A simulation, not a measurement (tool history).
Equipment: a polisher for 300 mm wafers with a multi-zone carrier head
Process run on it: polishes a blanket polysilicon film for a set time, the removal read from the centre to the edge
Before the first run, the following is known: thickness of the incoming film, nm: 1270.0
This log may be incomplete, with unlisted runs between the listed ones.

run  hour  flow of slurry (ml/min)  pressure of the head's centre zone  pressure of the head's middle zone  pressure of the head's edge zone  polishing time (s)  film removed at the wafer's centre (nm)  film removed at mid-radius (nm)  film removed at the wafer's edge (nm)
  1   0.0                      260                                1.00                                1.00                              1.00                  49                                   442.76                           436.34                                 442.47
  2   3.6                      260                                1.04                                1.00                              1.00                  49                                   458.70                           443.17                                 439.30
  3   5.9                      260                                1.05                                0.99                              0.97                  46                                   435.61                           414.98                                 411.69
  4  11.0                      310                                1.05                                0.99                              0.97                  46                                   445.50                           432.64                                 415.99
  5  16.3                      310                                1.06                                0.98                              0.95                  43                                   415.72                           385.74                                 380.38
  6  21.2                      315                                1.06                                0.98                              0.92                  42                                   407.99                           384.90                                 368.19

Run 7 comes next. What will it give?
  7  23.1                      315                                1.06                                0.97                              0.90                  41                                        ?                                ?                                      ?

{"run 7": {"film removed at the wafer's centre (nm)": 399.18, "film removed at mid-radius (nm)": 364.0, "film removed at the wafer's edge (nm)": 346.0}}
